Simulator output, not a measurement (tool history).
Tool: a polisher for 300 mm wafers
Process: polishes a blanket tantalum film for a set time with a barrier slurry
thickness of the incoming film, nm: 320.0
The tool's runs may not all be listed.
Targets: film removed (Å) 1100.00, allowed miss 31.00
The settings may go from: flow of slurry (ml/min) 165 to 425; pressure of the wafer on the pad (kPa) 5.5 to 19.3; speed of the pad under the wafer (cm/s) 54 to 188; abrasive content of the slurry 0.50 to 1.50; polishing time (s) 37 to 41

run	hour	flow of slurry (ml/min)	pressure of the wafer on the pad (kPa)	speed of the pad under the wafer (cm/s)	abrasive content of the slurry	polishing time (s)	film removed (Å)
1	0.0	275	12.4	120	1.00	41	843.90
2	2.1	275	12.4	108	1.00	41	783.22
3	11.0	275	12.4	84	1.00	41	684.10
4	15.2	275	14.5	84	1.00	41	775.47
5	19.9	275	14.5	94	1.00	41	831.75
6	24.7	275	14.5	94	1.00	37	759.52
7	26.9	285	17.9	96	1.00	37	934.51
8	33.7	285	18.6	100	1.00	37	987.69
9	41.2	285	18.6	104	1.00	37	1004.80
10	42.8	285	18.6	106	1.00	37	1028.30
11	49.0	285	18.6	108	1.00	37	1035.00
12	54.2	285	18.6	110	1.00	37	1031.40
13	59.1	285	18.6	112	1.00	37	1041.30

Which of these 5 next moves meets every target?
A	64.0	295	19.3	110	0.90	39	?
B	64.0	220	19.3	104	1.35	39	?
C	64.0	335	17.2	120	1.00	41	?
D	64.0	265	17.2	118	1.05	37	?
E	64.0	300	17.2	108	1.05	39	?

move	film removed (Å)
A	1096.10
B	1144.30
C	1144.50
D	1013.90
E	1023.30
A: meets every target
B: takes the result that was furthest off past its target
C: takes the result that was furthest off past its target
D: further off than the last run
E: further off than the last run
Answer: A

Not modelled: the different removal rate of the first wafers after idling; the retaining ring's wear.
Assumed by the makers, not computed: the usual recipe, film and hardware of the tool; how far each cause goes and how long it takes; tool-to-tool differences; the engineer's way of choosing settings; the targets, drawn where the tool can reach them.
